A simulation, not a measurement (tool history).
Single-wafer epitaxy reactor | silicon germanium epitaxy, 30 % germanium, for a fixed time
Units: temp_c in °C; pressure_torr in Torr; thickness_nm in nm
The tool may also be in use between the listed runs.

Run 1, hour 0.0: temp_c 580 °C, pressure_torr 19.9 Torr. Result: thickness_nm 40.178 nm.
Run 2, hour 8.1: temp_c 580 °C, pressure_torr 17.4 Torr. Result: thickness_nm 37.572 nm.
Run 3, hour 13.4: temp_c 584 °C, pressure_torr 17.4 Torr. Result: thickness_nm 41.193 nm.
Run 4, hour 21.9: temp_c 584 °C, pressure_torr 19.0 Torr. Result: thickness_nm 42.810 nm.
Run 5, hour 29.1: temp_c 584 °C, pressure_torr 15.9 Torr. Result: thickness_nm 39.062 nm.
Run 6, hour 34.1: temp_c 588 °C, pressure_torr 15.9 Torr. Result: thickness_nm 42.791 nm.
Run 7, hour 40.3: temp_c 591 °C, pressure_torr 15.9 Torr. Result: thickness_nm 45.175 nm.

The next listed run, before its measurement:
Run 8, hour 41.5: temp_c 603 °C, pressure_torr 16.0 Torr. Result: thickness_nm ?.

thickness_nm: 58.663 nm

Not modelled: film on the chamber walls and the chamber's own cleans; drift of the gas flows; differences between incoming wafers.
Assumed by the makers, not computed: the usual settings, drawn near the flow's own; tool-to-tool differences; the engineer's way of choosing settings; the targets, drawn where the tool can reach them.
